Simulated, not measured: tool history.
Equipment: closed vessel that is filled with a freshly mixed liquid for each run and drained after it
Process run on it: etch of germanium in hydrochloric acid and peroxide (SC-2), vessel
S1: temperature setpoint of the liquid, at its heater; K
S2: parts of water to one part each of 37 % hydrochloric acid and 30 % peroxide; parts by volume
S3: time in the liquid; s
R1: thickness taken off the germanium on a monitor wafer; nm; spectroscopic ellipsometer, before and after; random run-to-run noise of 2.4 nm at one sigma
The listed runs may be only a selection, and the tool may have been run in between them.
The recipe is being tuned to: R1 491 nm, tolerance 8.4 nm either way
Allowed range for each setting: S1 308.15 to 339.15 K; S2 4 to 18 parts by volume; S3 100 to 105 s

{"run": 1, "hour": 0.0, "S1": 323.15, "S2": 10, "S3": 100, "R1": 411.07}
{"run": 2, "hour": 8.4, "S1": 319.15, "S2": 10, "S3": 100, "R1": 357.27}
{"run": 3, "hour": 17.7, "S1": 320.15, "S2": 10, "S3": 100, "R1": 369.08}
{"run": 4, "hour": 23.8, "S1": 320.15, "S2": 8.5, "S3": 100, "R1": 375.78}
{"run": 5, "hour": 27.6, "S1": 320.15, "S2": 8.5, "S3": 105, "R1": 392.24}
{"run": 6, "hour": 29.3, "S1": 321.15, "S2": 8.5, "S3": 105, "R1": 409.5}
{"run": 7, "hour": 36.5, "S1": 321.65, "S2": 8.5, "S3": 105, "R1": 410.1}
{"run": 8, "hour": 43.8, "S1": 321.65, "S2": 8.5, "S3": 105, "R1": 409.1}
{"run": 9, "hour": 48.6, "S1": 328.65, "S2": 8.5, "S3": 105, "R1": 517.86}

4 candidate next runs follow, results not yet known. Just one meets every target within its allowed miss. Identify it.
{"run": "A", "hour": 53.4, "S1": 330.65, "S2": 8.5, "S3": 105, "R1": "?"}
{"run": "B", "hour": 53.4, "S1": 329.15, "S2": 9, "S3": 100, "R1": "?"}
{"run": "C", "hour": 53.4, "S1": 327.65, "S2": 4, "S3": 105, "R1": "?"}
{"run": "D", "hour": 53.4, "S1": 325.65, "S2": 7, "S3": 105, "R1": "?"}

move=A R1=546.2
move=B R1=494.68
move=C R1=514.83
move=D R1=474.83
A: misses by more than the last run did
B: meets every target
C: nearer the targets than the last run, but a result is still out of spec
D: pushes the last run's worst result past its target
B meets every target.

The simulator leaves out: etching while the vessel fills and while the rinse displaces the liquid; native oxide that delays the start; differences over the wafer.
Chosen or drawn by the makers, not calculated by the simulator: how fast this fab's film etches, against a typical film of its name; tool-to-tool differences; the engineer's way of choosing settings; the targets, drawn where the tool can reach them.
